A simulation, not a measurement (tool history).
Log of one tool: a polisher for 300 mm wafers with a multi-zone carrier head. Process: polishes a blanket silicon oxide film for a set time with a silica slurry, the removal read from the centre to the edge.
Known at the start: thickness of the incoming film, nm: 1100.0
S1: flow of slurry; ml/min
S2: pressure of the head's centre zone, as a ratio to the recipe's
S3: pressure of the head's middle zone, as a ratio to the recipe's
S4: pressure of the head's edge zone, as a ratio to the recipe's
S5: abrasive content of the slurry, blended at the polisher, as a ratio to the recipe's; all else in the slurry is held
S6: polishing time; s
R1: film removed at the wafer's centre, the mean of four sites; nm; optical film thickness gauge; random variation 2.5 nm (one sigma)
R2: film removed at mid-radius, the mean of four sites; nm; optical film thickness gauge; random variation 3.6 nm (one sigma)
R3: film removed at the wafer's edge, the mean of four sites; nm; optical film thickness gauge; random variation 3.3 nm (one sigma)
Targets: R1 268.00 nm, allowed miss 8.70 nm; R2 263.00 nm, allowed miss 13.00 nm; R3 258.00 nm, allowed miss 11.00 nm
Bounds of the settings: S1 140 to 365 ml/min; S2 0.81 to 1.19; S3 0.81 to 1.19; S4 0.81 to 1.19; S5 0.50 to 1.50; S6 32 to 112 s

| run | hour | S1 | S2 | S3 | S4 | S5 | S6 | R1 | R2 | R3 |
|---|---|---|---|---|---|---|---|---|---|---|
| 1 | 0.0 | 235 | 1.00 | 1.00 | 1.00 | 1.00 | 72 | 361.57 | 342.14 | 377.83 |
| 2 | 8.2 | 240 | 1.00 | 1.01 | 0.96 | 0.85 | 70 | 331.40 | 315.49 | 322.99 |
| 3 | 8.8 | 240 | 1.00 | 1.01 | 0.96 | 0.85 | 80 | 373.36 | 355.51 | 366.48 |
| 4 | 10.2 | 280 | 1.00 | 1.01 | 0.96 | 0.85 | 80 | 377.66 | 368.55 | 378.94 |
| 5 | 15.2 | 265 | 0.96 | 0.98 | 0.92 | 0.75 | 79 | 329.11 | 326.60 | 340.47 |
| 6 | 19.4 | 265 | 0.96 | 0.91 | 0.92 | 0.75 | 79 | 334.78 | 314.32 | 335.16 |
| 7 | 23.3 | 280 | 0.95 | 0.96 | 0.82 | 0.50 | 71 | 224.87 | 218.96 | 226.82 |
| 8 | 31.5 | 285 | 1.05 | 1.06 | 0.92 | 0.55 | 70 | 264.75 | 251.33 | 247.26 |
| 9 | 34.2 | 285 | 1.05 | 1.07 | 0.93 | 0.55 | 70 | 264.63 | 249.92 | 250.23 |
| 10 | 38.7 | 300 | 1.04 | 1.12 | 0.95 | 0.60 | 70 | 282.18 | 286.65 | 258.44 |
| 11 | 46.5 | 290 | 1.03 | 1.10 | 0.94 | 0.60 | 70 | 279.84 | 275.97 | 264.82 |

4 next moves are on the table. One of them brings every result within its allowed miss. Which?
| A | 54.3 | 295 | 1.03 | 1.11 | 0.88 | 0.60 | 73 | ? | ? | ? |
| B | 54.3 | 280 | 1.04 | 1.10 | 0.96 | 0.55 | 71 | ? | ? | ? |
| C | 54.3 | 260 | 1.16 | 0.91 | 0.96 | 0.65 | 65 | ? | ? | ? |
| D | 54.3 | 290 | 1.10 | 0.96 | 1.08 | 0.55 | 74 | ? | ? | ? |

| move | R1 | R2 | R3 |
|---|---|---|---|
| A | 290.12 | 295.08 | 262.39 |
| B | 266.26 | 266.45 | 248.81 |
| C | 302.05 | 234.98 | 254.49 |
| D | 294.63 | 251.23 | 275.91 |
A: further off than the last run
B: meets every target
C: further off than the last run
D: further off than the last run
Move B is the one to make.
